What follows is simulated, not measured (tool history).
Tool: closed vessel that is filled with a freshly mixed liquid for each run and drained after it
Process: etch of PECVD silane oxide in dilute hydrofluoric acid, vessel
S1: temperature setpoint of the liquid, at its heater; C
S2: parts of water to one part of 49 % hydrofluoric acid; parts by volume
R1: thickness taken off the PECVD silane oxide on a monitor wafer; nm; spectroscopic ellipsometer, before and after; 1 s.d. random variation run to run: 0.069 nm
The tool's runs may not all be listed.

Run 1, hour 0.0: S1 21.0 C, S2 175 parts by volume, time in the liquid (s) 250. Result: R1 30.392 nm.
Run 2, hour 6.9: S1 20.0 C, S2 195 parts by volume, time in the liquid (s) 250. Result: R1 25.883 nm.
Run 3, hour 8.0: S1 19.5 C, S2 210 parts by volume, time in the liquid (s) 250. Result: R1 23.255 nm.
Run 4, hour 8.9: S1 19.5 C, S2 265 parts by volume, time in the liquid (s) 250. Result: R1 17.547 nm.
Run 5, hour 12.7: S1 19.0 C, S2 270 parts by volume, time in the liquid (s) 250. Result: R1 16.785 nm.
At hour 19.5: hydrofluoric acid flow meter replaced.
Run 6, hour 19.5: S1 19.0 C, S2 270 parts by volume, time in the liquid (s) 190. Result: R1 11.424 nm.
Run 7, hour 20.5: S1 20.0 C, S2 270 parts by volume, time in the liquid (s) 190. Result: R1 11.899 nm.
Run 8, hour 21.4: S1 19.5 C, S2 265 parts by volume, time in the liquid (s) 190. Result: R1 11.868 nm.
Run 9, hour 23.2: S1 21.0 C, S2 260 parts by volume, time in the liquid (s) 190. Result: R1 12.879 nm.

Expected results for the next run?
Run 10, hour 27.7: S1 20.5 C, S2 255 parts by volume, time in the liquid (s) 190. Result: R1 ?.

{"run 10": {"R1": 13.014}}

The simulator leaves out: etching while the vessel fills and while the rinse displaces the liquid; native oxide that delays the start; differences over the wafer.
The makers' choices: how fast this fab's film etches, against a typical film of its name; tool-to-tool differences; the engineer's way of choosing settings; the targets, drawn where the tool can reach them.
